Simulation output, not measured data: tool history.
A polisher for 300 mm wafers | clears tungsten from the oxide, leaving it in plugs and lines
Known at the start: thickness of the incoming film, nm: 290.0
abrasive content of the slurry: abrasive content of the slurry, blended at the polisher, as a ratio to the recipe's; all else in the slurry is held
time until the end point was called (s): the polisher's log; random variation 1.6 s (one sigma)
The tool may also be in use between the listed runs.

run,day,flow of slurry (ml/min),pressure of the wafer on the pad (kPa),speed of the pad under the wafer (m/s),abrasive content of the slurry,overpolish time after the end point (s),time until the end point was called (s)
1,0.000,190,21.4,1.32,1.0,10,61.050
2,0.204,190,21.4,1.32,1.2,10,59.014
3,0.479,190,20.0,1.30,1.2,10,63.652
4,0.817,220,20.0,1.30,1.2,10,62.426
5,1.075,220,18.6,1.26,1.2,10,66.168
6,1.212,220,18.6,1.26,1.3,10,67.983
7,1.567,220,17.2,1.22,1.3,10,72.437
8,1.738,220,15.9,1.18,1.3,10,79.658
9,1.771,215,9.7,1.02,1.3,10,131.880
10,1.929,220,9.7,1.02,1.3,10,130.830

Forecast run 11:
11,2.117,225,9.7,1.02,1.3,10,?

{"run 11": {"time until the end point was called (s)": 134.01}}

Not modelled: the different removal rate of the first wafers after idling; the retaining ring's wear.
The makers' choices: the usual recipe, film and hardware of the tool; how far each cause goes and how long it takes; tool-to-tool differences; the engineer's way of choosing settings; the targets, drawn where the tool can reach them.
